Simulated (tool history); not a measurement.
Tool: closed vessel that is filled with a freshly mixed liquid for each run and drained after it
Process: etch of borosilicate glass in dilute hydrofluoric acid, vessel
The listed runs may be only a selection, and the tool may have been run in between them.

run    day  temperature setpoint of the liquid (K)  parts of water to one part of 49 % hydrofluoric acid (parts by volume)  time in the liquid (s)  thickness taken off the borosilicate glass on a monitor wafer (Å)
  1  0.000                                  294.15                                                                     145                      90                                                             144.22
  2  0.104                                  294.15                                                                      95                      90                                                             231.54
  3  0.292                                  294.15                                                                     140                      90                                                             149.73
  4  0.625                                  296.65                                                                     140                      90                                                             165.31
  5  0.988                                  297.65                                                                     140                      90                                                             170.37
  6  1.104                                  299.15                                                                     140                      90                                                             184.23
  7  1.462                                  299.65                                                                     140                      90                                                             187.82
  8  1.608                                  300.15                                                                     140                      90                                                             190.04
  9  1.721                                  300.65                                                                     140                      90                                                             192.68

Forecast run 10:
 10  1.962                                  301.15                                                                     140                      90                                                                  ?

{"run 10": {"thickness taken off the borosilicate glass on a monitor wafer (Å)": 196.27}}

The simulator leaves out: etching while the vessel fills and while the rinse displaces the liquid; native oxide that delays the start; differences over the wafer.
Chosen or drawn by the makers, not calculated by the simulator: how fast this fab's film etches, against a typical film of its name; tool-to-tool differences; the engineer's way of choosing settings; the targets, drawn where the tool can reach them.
